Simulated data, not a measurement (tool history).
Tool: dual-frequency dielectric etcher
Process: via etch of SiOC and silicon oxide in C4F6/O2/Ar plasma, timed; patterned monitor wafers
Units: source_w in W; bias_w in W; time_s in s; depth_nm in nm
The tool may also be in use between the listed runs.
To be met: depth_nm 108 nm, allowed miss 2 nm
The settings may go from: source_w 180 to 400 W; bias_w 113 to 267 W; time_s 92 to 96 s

{"run": 1, "day": 0.0, "source_w": 290, "bias_w": 190, "time_s": 92, "depth_nm": 92.362}
{"run": 2, "day": 0.354, "source_w": 310, "bias_w": 194, "time_s": 92, "depth_nm": 95.391}
{"run": 3, "day": 0.388, "source_w": 330, "bias_w": 197, "time_s": 92, "depth_nm": 99.016}
{"run": 4, "day": 0.55, "source_w": 330, "bias_w": 197, "time_s": 96, "depth_nm": 101.75}
{"run": 5, "day": 0.604, "source_w": 330, "bias_w": 197, "time_s": 92, "depth_nm": 97.945}
{"run": 6, "day": 0.792, "source_w": 330, "bias_w": 197, "time_s": 96, "depth_nm": 102.53}
{"run": 7, "day": 1.05, "source_w": 340, "bias_w": 198, "time_s": 96, "depth_nm": 104.39}
{"run": 8, "day": 1.417, "source_w": 350, "bias_w": 199, "time_s": 96, "depth_nm": 105.02}

4 next moves are on the table. One of them brings every result within its allowed miss. Which?
{"run": "A", "day": 1.783, "source_w": 370, "bias_w": 224, "time_s": 94.5, "depth_nm": "?"}
{"run": "B", "day": 1.783, "source_w": 320, "bias_w": 188, "time_s": 96, "depth_nm": "?"}
{"run": "C", "day": 1.783, "source_w": 360, "bias_w": 215, "time_s": 93, "depth_nm": "?"}
{"run": "D", "day": 1.783, "source_w": 350, "bias_w": 223, "time_s": 92, "depth_nm": "?"}

move=A depth_nm=108.72
move=B depth_nm=100.2
move=C depth_nm=104.81
move=D depth_nm=103.58
A: meets every target
B: further off than the last run
C: further off than the last run
D: further off than the last run
Move A is the one to make.
